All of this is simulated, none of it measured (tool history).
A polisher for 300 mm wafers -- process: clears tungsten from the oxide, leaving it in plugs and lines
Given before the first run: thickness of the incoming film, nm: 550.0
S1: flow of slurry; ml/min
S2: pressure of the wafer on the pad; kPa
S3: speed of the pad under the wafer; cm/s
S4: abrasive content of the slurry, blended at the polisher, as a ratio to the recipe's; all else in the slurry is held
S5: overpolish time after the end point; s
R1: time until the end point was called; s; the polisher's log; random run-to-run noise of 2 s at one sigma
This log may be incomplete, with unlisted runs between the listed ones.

Run 1, hour 0: S1 245 ml/min, S2 27.6 kPa, S3 110 cm/s, S4 1, S5 35 s. Result: R1 106.02 s.
Run 2, hour 5.6: S1 245 ml/min, S2 24.1 kPa, S3 106 cm/s, S4 1, S5 35 s. Result: R1 123.05 s.
Run 3, hour 14.5: S1 245 ml/min, S2 24.1 kPa, S3 106 cm/s, S4 0.85, S5 35 s. Result: R1 132.7 s.
Run 4, hour 22.3: S1 245 ml/min, S2 21.4 kPa, S3 104 cm/s, S4 0.85, S5 35 s. Result: R1 147.81 s.
Run 5, hour 29.9: S1 245 ml/min, S2 21.4 kPa, S3 104 cm/s, S4 0.85, S5 38 s. Result: R1 150.97 s.
Run 6, hour 37: S1 245 ml/min, S2 19.3 kPa, S3 104 cm/s, S4 0.85, S5 38 s. Result: R1 165.02 s.
Run 7, hour 40.2: S1 245 ml/min, S2 17.9 kPa, S3 104 cm/s, S4 0.85, S5 38 s. Result: R1 177.03 s.

Run 8 comes next. What will it give?
Run 8, hour 45.1: S1 245 ml/min, S2 17.2 kPa, S3 104 cm/s, S4 0.85, S5 38 s. Result: R1 ?.

R1: 185.76 s

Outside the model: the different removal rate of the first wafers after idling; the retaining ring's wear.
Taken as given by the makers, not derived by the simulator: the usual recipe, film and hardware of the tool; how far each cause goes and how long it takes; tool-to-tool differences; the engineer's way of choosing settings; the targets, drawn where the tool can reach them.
